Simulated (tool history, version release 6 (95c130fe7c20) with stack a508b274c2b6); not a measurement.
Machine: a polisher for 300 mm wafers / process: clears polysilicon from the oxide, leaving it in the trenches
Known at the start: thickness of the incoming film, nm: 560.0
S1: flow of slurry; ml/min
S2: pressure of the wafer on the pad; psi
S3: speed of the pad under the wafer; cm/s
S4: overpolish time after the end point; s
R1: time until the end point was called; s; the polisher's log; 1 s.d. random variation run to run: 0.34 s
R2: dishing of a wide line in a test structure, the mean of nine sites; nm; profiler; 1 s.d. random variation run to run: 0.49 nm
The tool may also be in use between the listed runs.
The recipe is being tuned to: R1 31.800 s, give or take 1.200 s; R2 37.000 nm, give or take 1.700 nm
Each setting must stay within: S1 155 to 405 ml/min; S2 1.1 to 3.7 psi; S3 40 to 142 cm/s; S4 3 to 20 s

Run 1, hour 0.0: S1 260 ml/min, S2 2.4 psi, S3 90 cm/s, S4 10 s. Result: R1 50.179 s, R2 36.893 nm.
Run 2, hour 7.8: S1 260 ml/min, S2 2.4 psi, S3 90 cm/s, S4 11 s. Result: R1 49.278 s, R2 38.804 nm.
Run 3, hour 15.9: S1 315 ml/min, S2 2.4 psi, S3 90 cm/s, S4 11 s. Result: R1 47.990 s, R2 38.280 nm.
Run 4, hour 20.3: S1 315 ml/min, S2 2.7 psi, S3 90 cm/s, S4 11 s. Result: R1 44.401 s, R2 38.740 nm.
Run 5, hour 27.9: S1 315 ml/min, S2 2.9 psi, S3 90 cm/s, S4 10 s. Result: R1 41.047 s, R2 38.996 nm.
Run 6, hour 34.9: S1 315 ml/min, S2 3.0 psi, S3 90 cm/s, S4 9 s. Result: R1 40.725 s, R2 39.263 nm.
Run 7, hour 39.5: S1 335 ml/min, S2 3.1 psi, S3 92 cm/s, S4 8 s. Result: R1 38.535 s, R2 36.799 nm.
Run 8, hour 46.4: S1 335 ml/min, S2 3.2 psi, S3 92 cm/s, S4 8 s. Result: R1 37.513 s, R2 39.303 nm.
Run 9, hour 51.6: S1 335 ml/min, S2 3.2 psi, S3 92 cm/s, S4 8 s. Result: R1 37.701 s, R2 38.623 nm.
Run 10, hour 58.0: S1 340 ml/min, S2 3.3 psi, S3 94 cm/s, S4 7 s. Result: R1 35.168 s, R2 36.489 nm.
Run 11, hour 60.9: S1 340 ml/min, S2 3.4 psi, S3 94 cm/s, S4 7 s. Result: R1 34.828 s, R2 37.751 nm.
Run 12, hour 62.1: S1 340 ml/min, S2 3.5 psi, S3 94 cm/s, S4 7 s. Result: R1 33.854 s, R2 37.013 nm.
Run 13, hour 63.7: S1 340 ml/min, S2 3.6 psi, S3 94 cm/s, S4 7 s. Result: R1 33.139 s, R2 37.829 nm.
Run 14, hour 65.5: S1 340 ml/min, S2 3.6 psi, S3 94 cm/s, S4 7 s. Result: R1 32.239 s, R2 37.848 nm.
Run 15, hour 72.5: S1 340 ml/min, S2 3.6 psi, S3 94 cm/s, S4 6 s. Result: R1 33.328 s, R2 36.029 nm.

Which of these 5 next moves meets every target?
Run A, hour 79.5: S1 360 ml/min, S2 3.3 psi, S3 92 cm/s, S4 9 s. Result: R1 ?, R2 ?.
Run B, hour 79.5: S1 370 ml/min, S2 3.2 psi, S3 98 cm/s, S4 7 s. Result: R1 ?, R2 ?.
Run C, hour 79.5: S1 255 ml/min, S2 2.9 psi, S3 108 cm/s, S4 6 s. Result: R1 ?, R2 ?.
Run D, hour 79.5: S1 285 ml/min, S2 3.5 psi, S3 94 cm/s, S4 5 s. Result: R1 ?, R2 ?.
Run E, hour 79.5: S1 330 ml/min, S2 3.7 psi, S3 96 cm/s, S4 6 s. Result: R1 ?, R2 ?.

move      R1      R2
   A  36.404  38.518
   B  35.111  36.908
   C  35.796  35.197
   D  34.431  33.529
   E  31.753  36.418
A: misses by more than the last run did
B: misses by more than the last run did
C: misses by more than the last run did
D: misses by more than the last run did
E: every result lands within tolerance
Go with E: it meets all targets.

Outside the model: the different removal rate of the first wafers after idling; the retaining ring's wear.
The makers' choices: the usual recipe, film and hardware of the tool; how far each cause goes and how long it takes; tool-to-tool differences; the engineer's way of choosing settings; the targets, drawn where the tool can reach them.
